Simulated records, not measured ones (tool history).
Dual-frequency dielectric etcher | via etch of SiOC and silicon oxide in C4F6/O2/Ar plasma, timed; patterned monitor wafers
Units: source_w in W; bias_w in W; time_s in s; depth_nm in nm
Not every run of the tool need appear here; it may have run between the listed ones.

| run | hour | source_w | bias_w | time_s | depth_nm |
|---|---|---|---|---|---|
| 1 | 0 | 400 | 177 | 50.5 | 53.628 |
| 2 | 5.9 | 430 | 177 | 50.5 | 55.396 |
| 3 | 9.5 | 440 | 178 | 50.5 | 55.991 |
| 4 | 15.2 | 370 | 178 | 50.5 | 52.051 |
| 5 | 15.8 | 380 | 179 | 50.5 | 52.839 |
| 6 | 20.3 | 380 | 179 | 46 | 48.074 |
| 7 | 27.2 | 400 | 181 | 46 | 49.098 |

The next listed run, before its measurement:
| 8 | 34.4 | 480 | 214 | 47 | ? |

Run 8 gave depth_nm 56.964 nm.

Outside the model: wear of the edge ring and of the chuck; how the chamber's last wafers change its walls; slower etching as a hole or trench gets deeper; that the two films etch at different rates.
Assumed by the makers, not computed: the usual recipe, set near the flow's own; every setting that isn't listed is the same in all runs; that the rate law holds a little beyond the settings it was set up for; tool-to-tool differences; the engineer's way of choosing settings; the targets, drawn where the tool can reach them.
